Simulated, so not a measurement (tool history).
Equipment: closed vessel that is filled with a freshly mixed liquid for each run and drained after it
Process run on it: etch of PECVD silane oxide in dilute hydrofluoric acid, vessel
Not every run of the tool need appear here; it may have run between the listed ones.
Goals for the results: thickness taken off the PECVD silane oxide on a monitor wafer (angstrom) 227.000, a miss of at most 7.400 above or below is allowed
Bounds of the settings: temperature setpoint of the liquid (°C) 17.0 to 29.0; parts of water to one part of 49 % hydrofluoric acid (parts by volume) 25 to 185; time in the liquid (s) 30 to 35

run  hour  temperature setpoint of the liquid (°C)  parts of water to one part of 49 % hydrofluoric acid (parts by volume)  time in the liquid (s)  thickness taken off the PECVD silane oxide on a monitor wafer (angstrom)
  1   0.0                                     21.0                                                                     105                      35                                                                    91.221
  2   1.4                                     23.0                                                                      90                      35                                                                   116.450
  3   8.9                                     23.0                                                                      90                      35                                                                   120.080
  4  16.6                                     23.0                                                                      60                      35                                                                   184.550
  5  22.4                                     23.0                                                                      60                      30                                                                   155.640
  6  29.3                                     20.5                                                                      60                      30                                                                   140.170
  7  34.2                                     22.5                                                                      60                      30                                                                   150.010
  8  36.4                                     24.0                                                                      55                      30                                                                   182.290
  9  41.5                                     25.0                                                                      55                      30                                                                   190.590
 10  46.3                                     29.0                                                                      50                      30                                                                   238.250
 11  51.7                                     28.5                                                                      50                      30                                                                   236.810

Which of these 4 next moves meets every target?
  A  57.1                                     27.5                                                                      55                      30                                                                         ?
  B  57.1                                     26.5                                                                      50                      35                                                                         ?
  C  57.1                                     28.5                                                                      55                      30                                                                         ?
  D  57.1                                     23.5                                                                      50                      35                                                                         ?

move  thickness taken off the PECVD silane oxide on a monitor wafer (angstrom)
   A                                                                   204.620
   B                                                                   254.070
   C                                                                   212.900
   D                                                                   224.780
A: takes the result that was furthest off past its target
B: the biggest miss grows against the last run
C: takes the result that was furthest off past its target
D: meets every target
Move D is the one to make.
